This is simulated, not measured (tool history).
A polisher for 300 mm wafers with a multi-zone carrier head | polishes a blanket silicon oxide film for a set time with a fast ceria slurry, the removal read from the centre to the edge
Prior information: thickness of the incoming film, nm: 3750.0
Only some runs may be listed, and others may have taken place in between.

run    day  flow of slurry (ml/min)  pressure of the head's centre zone  pressure of the head's middle zone  pressure of the head's edge zone  polishing time (s)  film removed at the wafer's centre (nm)  film removed at mid-radius (nm)  film removed at the wafer's edge (nm)
  1      0                      265                                   1                                   1                                 1                  77                                   1289.8                           1305.7                                 1282.2
  2  0.254                      265                                1.02                                0.98                              0.98                  72                                   1223.4                             1227                                 1209.8
  3    0.6                      275                                1.05                                0.95                              0.95                  67                                   1204.6                           1130.2                                 1086.9
  4   0.75                      275                                0.99                                0.95                              0.95                  67                                   1103.2                           1091.8                                 1107.2
  5   0.85                      280                                1.01                                0.93                              0.94                  64                                   1054.5                           1056.3                                 1030.4
  6  1.117                      265                                1.04                                0.91                              0.96                  61                                   1055.6                           957.43                                 1000.8
  7  1.196                      265                                1.05                                0.89                              0.94                  60                                     1030                           944.28                                 937.73
  8  1.267                      265                                1.05                                0.89                              0.94                  60                                   1028.9                           931.44                                 959.26
  9  1.338                      260                                1.06                                0.87                              0.93                  59                                   1026.5                           899.86                                 939.22
 10  1.504                      260                                1.07                                0.86                              0.92                  58                                     1016                           846.37                                 930.14

Run 11 comes next. What will it give?
 11  1.696                      265                                1.08                                0.86                              0.92                  57                                        ?                                ?                                      ?

{"run 11": {"film removed at the wafer's centre (nm)": 971.61, "film removed at mid-radius (nm)": 847.94, "film removed at the wafer's edge (nm)": 912.93}}

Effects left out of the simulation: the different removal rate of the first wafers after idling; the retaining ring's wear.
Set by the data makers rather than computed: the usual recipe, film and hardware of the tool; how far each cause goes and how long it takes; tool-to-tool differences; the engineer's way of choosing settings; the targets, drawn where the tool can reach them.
